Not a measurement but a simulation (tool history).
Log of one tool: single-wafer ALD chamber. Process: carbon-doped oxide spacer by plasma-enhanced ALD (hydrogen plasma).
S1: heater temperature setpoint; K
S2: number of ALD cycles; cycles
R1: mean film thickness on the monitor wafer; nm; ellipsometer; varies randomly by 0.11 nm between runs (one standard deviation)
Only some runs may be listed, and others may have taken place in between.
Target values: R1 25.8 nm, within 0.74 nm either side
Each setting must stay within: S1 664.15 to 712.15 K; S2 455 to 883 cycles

Run 1, day 0: S1 688.15 K, S2 669 cycles. Result: R1 29.912 nm.
Run 2, day 0.179: S1 689.15 K, S2 659 cycles. Result: R1 29.411 nm.
Run 3, day 0.421: S1 689.15 K, S2 626 cycles. Result: R1 27.949 nm.
Run 4, day 0.567: S1 690.15 K, S2 621 cycles. Result: R1 27.535 nm.
Run 5, day 0.712: S1 691.15 K, S2 618 cycles. Result: R1 27.528 nm.
Run 6, day 1.025: S1 691.15 K, S2 613 cycles. Result: R1 26.973 nm.
Run 7, day 1.192: S1 691.15 K, S2 611 cycles. Result: R1 27.077 nm.
Run 8, day 1.212: S1 691.15 K, S2 608 cycles. Result: R1 26.85 nm.

Pick the move, out of 5, that brings all results within their allowed miss; only one does.
Run A, day 1.233: S1 689.15 K, S2 644 cycles. Result: R1 ?.
Run B, day 1.233: S1 689.15 K, S2 637 cycles. Result: R1 ?.
Run C, day 1.233: S1 692.15 K, S2 585 cycles. Result: R1 ?.
Run D, day 1.233: S1 696.15 K, S2 657 cycles. Result: R1 ?.
Run E, day 1.233: S1 691.15 K, S2 622 cycles. Result: R1 ?.

move      R1
   A  28.612
   B  28.301
   C  25.767
   D  28.603
   E  27.476
A: moves away from the targets compared with the last run
B: moves away from the targets compared with the last run
C: all results land within tolerance of their targets
D: moves away from the targets compared with the last run
E: moves away from the targets compared with the last run
So the answer is move C, the one that meets all the targets.

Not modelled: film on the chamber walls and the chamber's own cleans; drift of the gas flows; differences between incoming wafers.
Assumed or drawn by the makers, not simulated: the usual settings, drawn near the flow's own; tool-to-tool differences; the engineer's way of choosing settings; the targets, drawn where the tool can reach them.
